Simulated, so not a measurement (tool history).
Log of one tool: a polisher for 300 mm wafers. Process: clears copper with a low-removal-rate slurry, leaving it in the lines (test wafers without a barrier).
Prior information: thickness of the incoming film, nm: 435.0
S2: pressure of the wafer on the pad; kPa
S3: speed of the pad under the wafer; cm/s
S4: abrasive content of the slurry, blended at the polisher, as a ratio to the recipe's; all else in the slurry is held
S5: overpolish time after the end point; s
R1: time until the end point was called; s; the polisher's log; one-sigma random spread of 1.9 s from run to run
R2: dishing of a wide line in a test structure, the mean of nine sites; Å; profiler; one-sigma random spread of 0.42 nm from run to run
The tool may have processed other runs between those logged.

Run 1, day 0: flow of slurry (ml/min) 300, S2 17.2 kPa, S3 110 cm/s, S4 1, S5 26 s. Result: R1 165.29 s, R2 359.22 Å.
Run 2, day 0.358: flow of slurry (ml/min) 300, S2 17.9 kPa, S3 110 cm/s, S4 1, S5 24 s. Result: R1 161.72 s, R2 343.01 Å.
Run 3, day 0.579: flow of slurry (ml/min) 300, S2 17.9 kPa, S3 110 cm/s, S4 1, S5 32 s. Result: R1 159.98 s, R2 403.49 Å.
Run 4, day 0.858: flow of slurry (ml/min) 300, S2 18.6 kPa, S3 110 cm/s, S4 1, S5 28 s. Result: R1 155.45 s, R2 384.91 Å.
Run 5, day 0.962: flow of slurry (ml/min) 300, S2 19.3 kPa, S3 110 cm/s, S4 1, S5 25 s. Result: R1 149.35 s, R2 375.19 Å.
Run 6, day 1.275: flow of slurry (ml/min) 260, S2 19.3 kPa, S3 110 cm/s, S4 1, S5 25 s. Result: R1 156.05 s, R2 369.84 Å.
Run 7, day 1.483: flow of slurry (ml/min) 345, S2 20 kPa, S3 112 cm/s, S4 1, S5 13 s. Result: R1 139.87 s, R2 244.27 Å.
Run 8, day 1.729: flow of slurry (ml/min) 325, S2 20 kPa, S3 112 cm/s, S4 1, S5 14 s. Result: R1 138.11 s, R2 259.6 Å.
Run 9, day 2.004: flow of slurry (ml/min) 310, S2 20 kPa, S3 112 cm/s, S4 1, S5 15 s. Result: R1 140.63 s, R2 279 Å.
Run 10, day 2.275: flow of slurry (ml/min) 300, S2 20 kPa, S3 112 cm/s, S4 1, S5 15 s. Result: R1 143.98 s, R2 267.51 Å.
Run 11, day 2.467: flow of slurry (ml/min) 295, S2 20 kPa, S3 112 cm/s, S4 1, S5 16 s. Result: R1 141.53 s, R2 289.24 Å.
Run 12, day 2.646: flow of slurry (ml/min) 290, S2 20 kPa, S3 112 cm/s, S4 1, S5 16 s. Result: R1 142.9 s, R2 282.88 Å.

Expected results for the next run?
Run 13, day 2.867: flow of slurry (ml/min) 285, S2 20 kPa, S3 112 cm/s, S4 1, S5 16 s. Result: R1 ?, R2 ?.

{"run 13": {"R1": 143.94, "R2": 292.34}}
